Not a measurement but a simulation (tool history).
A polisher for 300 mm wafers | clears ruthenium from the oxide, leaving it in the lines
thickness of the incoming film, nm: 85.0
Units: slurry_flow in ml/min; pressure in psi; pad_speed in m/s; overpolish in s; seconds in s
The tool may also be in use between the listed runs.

{"run": 1, "hour": 0.0, "slurry_flow": 135, "pressure": 1.4, "pad_speed": 1.26, "overpolish": 8, "seconds": 79.035}
{"run": 2, "hour": 6.2, "slurry_flow": 135, "pressure": 1.4, "pad_speed": 1.46, "overpolish": 8, "seconds": 70.66}
{"run": 3, "hour": 9.9, "slurry_flow": 135, "pressure": 1.7, "pad_speed": 1.46, "overpolish": 8, "seconds": 59.153}
{"run": 4, "hour": 16.7, "slurry_flow": 135, "pressure": 1.7, "pad_speed": 1.2, "overpolish": 8, "seconds": 67.732}
{"run": 5, "hour": 17.6, "slurry_flow": 130, "pressure": 1.6, "pad_speed": 1.2, "overpolish": 8, "seconds": 71.913}
{"run": 6, "hour": 20.0, "slurry_flow": 130, "pressure": 1.6, "pad_speed": 1.2, "overpolish": 7, "seconds": 71.998}
{"run": 7, "hour": 25.8, "slurry_flow": 130, "pressure": 1.4, "pad_speed": 1.2, "overpolish": 7, "seconds": 82.507}

The next listed run, before its measurement:
{"run": 8, "hour": 32.1, "slurry_flow": 130, "pressure": 1.4, "pad_speed": 1.2, "overpolish": 7, "seconds": "?"}

Run 8 gave seconds 81.777 s.
